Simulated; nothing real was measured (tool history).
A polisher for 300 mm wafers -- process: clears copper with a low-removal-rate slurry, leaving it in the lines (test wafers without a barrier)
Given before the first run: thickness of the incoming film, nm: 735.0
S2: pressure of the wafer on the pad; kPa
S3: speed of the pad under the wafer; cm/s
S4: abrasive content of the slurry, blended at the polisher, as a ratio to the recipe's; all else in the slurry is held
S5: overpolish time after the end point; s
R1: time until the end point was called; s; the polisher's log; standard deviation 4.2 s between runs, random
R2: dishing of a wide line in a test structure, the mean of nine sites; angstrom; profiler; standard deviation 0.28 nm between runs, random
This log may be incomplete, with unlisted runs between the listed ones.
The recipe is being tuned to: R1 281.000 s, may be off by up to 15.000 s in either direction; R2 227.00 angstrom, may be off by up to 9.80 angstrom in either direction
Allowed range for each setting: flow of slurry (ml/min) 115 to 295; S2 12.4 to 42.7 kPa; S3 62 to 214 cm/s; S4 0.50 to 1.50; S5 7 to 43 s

Run 1, hour 0.0: flow of slurry (ml/min) 190, S2 27.6 kPa, S3 138 cm/s, S4 1.00, S5 22 s. Result: R1 132.450 s, R2 596.39 angstrom.
Run 2, hour 3.1: flow of slurry (ml/min) 190, S2 27.6 kPa, S3 170 cm/s, S4 1.00, S5 22 s. Result: R1 108.400 s, R2 688.96 angstrom.
Run 3, hour 10.8: flow of slurry (ml/min) 190, S2 26.2 kPa, S3 156 cm/s, S4 1.00, S5 20 s. Result: R1 121.650 s, R2 587.88 angstrom.
Run 4, hour 13.8: flow of slurry (ml/min) 190, S2 24.1 kPa, S3 144 cm/s, S4 1.00, S5 18 s. Result: R1 146.320 s, R2 491.84 angstrom.
At hour 17.5: head pressure recalibrated.
Run 5, hour 17.5: flow of slurry (ml/min) 165, S2 24.1 kPa, S3 144 cm/s, S4 1.00, S5 18 s. Result: R1 134.510 s, R2 514.37 angstrom.
Run 6, hour 24.9: flow of slurry (ml/min) 170, S2 22.1 kPa, S3 138 cm/s, S4 1.00, S5 16 s. Result: R1 149.250 s, R2 429.72 angstrom.
Run 7, hour 26.1: flow of slurry (ml/min) 175, S2 20.7 kPa, S3 130 cm/s, S4 1.00, S5 15 s. Result: R1 175.810 s, R2 364.60 angstrom.
Run 8, hour 34.2: flow of slurry (ml/min) 185, S2 19.3 kPa, S3 130 cm/s, S4 1.00, S5 15 s. Result: R1 181.720 s, R2 346.78 angstrom.

Consider the 5 candidate settings below. Which is the only one whose results all fall within their allowed miss of target?
Run A, hour 42.3: flow of slurry (ml/min) 170, S2 14.5 kPa, S3 100 cm/s, S4 1.00, S5 31 s. Result: R1 ?, R2 ?.
Run B, hour 42.3: flow of slurry (ml/min) 210, S2 15.9 kPa, S3 106 cm/s, S4 0.80, S5 14 s. Result: R1 ?, R2 ?.
Run C, hour 42.3: flow of slurry (ml/min) 180, S2 20.7 kPa, S3 154 cm/s, S4 0.95, S5 21 s. Result: R1 ?, R2 ?.
Run D, hour 42.3: flow of slurry (ml/min) 185, S2 24.8 kPa, S3 146 cm/s, S4 1.00, S5 23 s. Result: R1 ?, R2 ?.
Run E, hour 42.3: flow of slurry (ml/min) 150, S2 30.3 kPa, S3 186 cm/s, S4 0.95, S5 16 s. Result: R1 ?, R2 ?.

move       R1      R2
   A  309.000  397.64
   B  278.690  225.94
   C  146.060  533.06
   D  126.970  633.36
   E   85.462  658.46
A: the biggest miss grows against the last run
B: all results land within tolerance of their targets
C: the biggest miss grows against the last run
D: the biggest miss grows against the last run
E: the biggest miss grows against the last run
Move B is the one to make.
